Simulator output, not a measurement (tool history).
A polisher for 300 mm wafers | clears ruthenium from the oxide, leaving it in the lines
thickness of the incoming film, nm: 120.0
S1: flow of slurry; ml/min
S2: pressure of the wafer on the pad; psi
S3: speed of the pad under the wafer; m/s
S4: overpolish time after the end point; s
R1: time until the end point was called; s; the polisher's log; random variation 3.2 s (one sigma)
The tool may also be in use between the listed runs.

Run 1, day 0.000: S1 180 ml/min, S2 2.5 psi, S3 1.30 m/s, S4 48 s. Result: R1 84.992 s.
Run 2, day 0.350: S1 215 ml/min, S2 2.5 psi, S3 1.30 m/s, S4 48 s. Result: R1 85.293 s.
Run 3, day 0.454: S1 215 ml/min, S2 2.3 psi, S3 1.26 m/s, S4 48 s. Result: R1 95.775 s.
Run 4, day 0.654: S1 215 ml/min, S2 2.1 psi, S3 1.22 m/s, S4 48 s. Result: R1 106.490 s.
Run 5, day 0.825: S1 215 ml/min, S2 1.9 psi, S3 1.18 m/s, S4 48 s. Result: R1 122.280 s.
Run 6, day 0.904: S1 215 ml/min, S2 1.8 psi, S3 1.16 m/s, S4 48 s. Result: R1 130.080 s.

Run 7 comes next. What will it give?
Run 7, day 1.071: S1 215 ml/min, S2 1.8 psi, S3 1.16 m/s, S4 48 s. Result: R1 ?.

{"run 7": {"R1": 128.43}}
